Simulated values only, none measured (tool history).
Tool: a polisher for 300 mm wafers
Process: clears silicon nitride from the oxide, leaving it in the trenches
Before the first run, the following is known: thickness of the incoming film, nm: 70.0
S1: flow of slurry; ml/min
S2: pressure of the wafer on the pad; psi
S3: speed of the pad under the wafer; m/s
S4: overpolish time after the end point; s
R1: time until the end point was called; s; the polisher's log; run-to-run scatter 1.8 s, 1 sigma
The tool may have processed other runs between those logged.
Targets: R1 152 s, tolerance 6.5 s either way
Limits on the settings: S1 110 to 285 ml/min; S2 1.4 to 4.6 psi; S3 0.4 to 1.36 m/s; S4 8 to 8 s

run,day,S1,S2,S3,S4,R1
1,0,180,3,0.88,8,79.724
2,0.196,180,3,0.88,8,79.4
3,0.567,180,3.6,0.88,8,66.278
4,0.925,180,3.2,0.86,8,76.68
5,1.154,180,3.2,0.86,8,75.473
6,1.3,180,2.7,0.86,8,89.82
7,1.567,180,2.5,0.84,8,99.944
8,1.871,180,2.3,0.84,8,107.28
9,2.133,180,2.1,0.84,8,115.68
10,2.279,180,2,0.84,8,121.11
11,2.612,180,1.9,0.84,8,127.26

Which single option among these 4 for the next run brings every result within its allowed miss of target? Just one does.
A,2.946,190,1.5,0.98,8,?
B,2.946,155,1.9,0.72,8,?
C,2.946,165,2.1,0.74,8,?
D,2.946,220,2,0.92,8,?

move,R1
A,137.19
B,149.85
C,131.64
D,108.83
A: closer than the last run, but not yet in spec
B: all results land within tolerance of their targets
C: closer than the last run, but not yet in spec
D: the biggest miss grows against the last run
Go with B: it meets all targets.
